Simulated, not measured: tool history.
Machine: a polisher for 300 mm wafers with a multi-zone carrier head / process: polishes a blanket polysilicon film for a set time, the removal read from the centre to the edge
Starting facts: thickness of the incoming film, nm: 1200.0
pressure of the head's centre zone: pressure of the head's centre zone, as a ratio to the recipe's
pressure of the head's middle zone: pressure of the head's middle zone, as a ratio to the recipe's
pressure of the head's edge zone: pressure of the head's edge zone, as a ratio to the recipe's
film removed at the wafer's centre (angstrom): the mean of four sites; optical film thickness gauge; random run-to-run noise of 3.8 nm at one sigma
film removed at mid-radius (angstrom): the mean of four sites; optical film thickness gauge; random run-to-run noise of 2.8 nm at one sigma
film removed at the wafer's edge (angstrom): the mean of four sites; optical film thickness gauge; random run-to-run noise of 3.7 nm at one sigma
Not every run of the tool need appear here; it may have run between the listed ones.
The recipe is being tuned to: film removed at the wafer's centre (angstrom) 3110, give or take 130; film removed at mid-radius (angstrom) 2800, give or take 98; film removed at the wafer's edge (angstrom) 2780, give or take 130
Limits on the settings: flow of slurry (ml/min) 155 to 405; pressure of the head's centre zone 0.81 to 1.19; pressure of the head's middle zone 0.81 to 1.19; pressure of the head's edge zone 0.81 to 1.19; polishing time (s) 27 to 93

| run | hour | flow of slurry (ml/min) | pressure of the head's centre zone | pressure of the head's middle zone | pressure of the head's edge zone | polishing time (s) | film removed at the wafer's centre (angstrom) | film removed at mid-radius (angstrom) | film removed at the wafer's edge (angstrom) |
|---|---|---|---|---|---|---|---|---|---|
| 1 | 0 | 260 | 1 | 1 | 1 | 59 | 4041.5 | 4241.5 | 4111 |
| 2 | 7.2 | 260 | 1.01 | 0.98 | 0.97 | 55 | 3799 | 3837.1 | 3830.1 |
| 3 | 9.3 | 260 | 1.01 | 0.98 | 0.97 | 44 | 3115.3 | 3109.9 | 3004.9 |
| 4 | 13.2 | 260 | 1.01 | 0.98 | 1 | 44 | 3148.8 | 3160.9 | 3095.8 |
| 5 | 18.5 | 260 | 1.02 | 0.97 | 0.97 | 44 | 3133.1 | 3146.4 | 3058.8 |
| 6 | 20.5 | 260 | 0.97 | 0.97 | 0.97 | 44 | 2994.3 | 3121.3 | 2958.2 |
| 7 | 27.3 | 260 | 0.99 | 0.95 | 0.94 | 44 | 3088.5 | 3054.1 | 2945.3 |
| 8 | 34.5 | 255 | 0.99 | 0.94 | 0.93 | 44 | 2976.4 | 3063 | 2985.4 |
| 9 | 41.8 | 270 | 1.01 | 0.94 | 0.93 | 43 | 3047.8 | 3012.7 | 2892.9 |
| 10 | 46.8 | 275 | 1.02 | 0.92 | 0.92 | 43 | 3146.7 | 2921.9 | 2886.1 |
| 11 | 50.2 | 275 | 1.02 | 0.91 | 0.91 | 43 | 3045.3 | 2964.1 | 2857.6 |
| 12 | 51.6 | 280 | 1.03 | 0.9 | 0.91 | 43 | 3111.8 | 2965.9 | 2916.3 |
| 13 | 56.6 | 280 | 1.04 | 0.89 | 0.9 | 43 | 3095.4 | 2928.8 | 2908.3 |

Which single option among these 5 for the next run brings every result within its allowed miss of target? Just one does.
| A | 61.6 | 175 | 0.94 | 0.84 | 0.93 | 50 | ? | ? | ? |
| B | 61.6 | 155 | 0.98 | 0.81 | 0.9 | 50 | ? | ? | ? |
| C | 61.6 | 350 | 1.07 | 0.9 | 0.94 | 40 | ? | ? | ? |
| D | 61.6 | 190 | 1 | 0.81 | 1 | 46 | ? | ? | ? |
| E | 61.6 | 365 | 1.02 | 0.96 | 0.85 | 42 | ? | ? | ? |

| move | film removed at the wafer's centre (angstrom) | film removed at mid-radius (angstrom) | film removed at the wafer's edge (angstrom) |
|---|---|---|---|
| A | 3035.3 | 3063.8 | 3223.5 |
| B | 3072.5 | 2915.8 | 3116.3 |
| C | 3072.3 | 2812.6 | 2779.1 |
| D | 3024.3 | 2796.4 | 3105.9 |
| E | 3087.3 | 3094.7 | 2792.8 |
A: lands further from the targets than the last run did
B: lands further from the targets than the last run did
C: hits every target within its allowed miss
D: meets the target for the result that was furthest off, but another lies outside its allowed miss
E: lands further from the targets than the last run did
Answer: C
